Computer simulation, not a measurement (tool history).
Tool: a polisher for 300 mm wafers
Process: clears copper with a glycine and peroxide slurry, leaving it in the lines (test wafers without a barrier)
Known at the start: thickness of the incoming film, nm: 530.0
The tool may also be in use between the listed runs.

| run | hour | flow of slurry (ml/min) | pressure of the wafer on the pad (kPa) | speed of the pad under the wafer (m/s) | overpolish time after the end point (s) | time until the end point was called (s) | dishing of a wide line in a test structure (angstrom) |
|---|---|---|---|---|---|---|---|
| 1 | 0 | 295 | 23.4 | 1.12 | 12 | 71.904 | 538.01 |
| 2 | 0.9 | 295 | 26.2 | 1.18 | 10 | 61.604 | 532.6 |
| 3 | 8.1 | 295 | 29 | 1.18 | 10 | 55.498 | 560.84 |
| 4 | 16.9 | 295 | 31 | 1.18 | 9 | 53.359 | 542.74 |
| 5 | 19.1 | 295 | 32.4 | 1.22 | 8 | 48.762 | 524.03 |
| 6 | 26.2 | 245 | 32.4 | 1.22 | 8 | 50.056 | 532.45 |
| 7 | 31.4 | 260 | 33.8 | 1.24 | 7 | 46.178 | 501.43 |

Forecast run 8:
| 8 | 37.1 | 265 | 34.5 | 1.24 | 7 | ? | ? |

Run 8 gave time until the end point was called (s) 46.316, dishing of a wide line in a test structure (angstrom) 507.48.
